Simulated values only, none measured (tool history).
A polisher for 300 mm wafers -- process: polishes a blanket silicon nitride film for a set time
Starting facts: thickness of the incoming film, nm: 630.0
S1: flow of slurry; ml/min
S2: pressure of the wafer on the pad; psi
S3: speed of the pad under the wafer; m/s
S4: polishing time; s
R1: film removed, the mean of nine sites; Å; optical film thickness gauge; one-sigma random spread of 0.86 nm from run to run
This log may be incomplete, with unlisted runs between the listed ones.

run	day	S1	S2	S3	S4	R1
1	0	195	2.4	1.02	112	1067.4
2	0.092	195	2.4	1.02	117	1149
3	0.433	195	2.6	1.02	117	1227.8
4	0.746	195	2.6	1.02	112	1195.3
5	0.771	195	2.4	1.02	112	1108.3
6	1.083	195	2.2	1	112	981.54
7	1.25	195	2.1	1	112	961.45
8	1.462	195	1.9	1	112	866.85
9	1.567	195	1.9	1	112	859.46
10	1.604	195	1.8	1	112	836.54

Estimate the outcome of run 11 from the log above:
11	1.688	195	1.7	1	112	?

R1: 777.07 Å
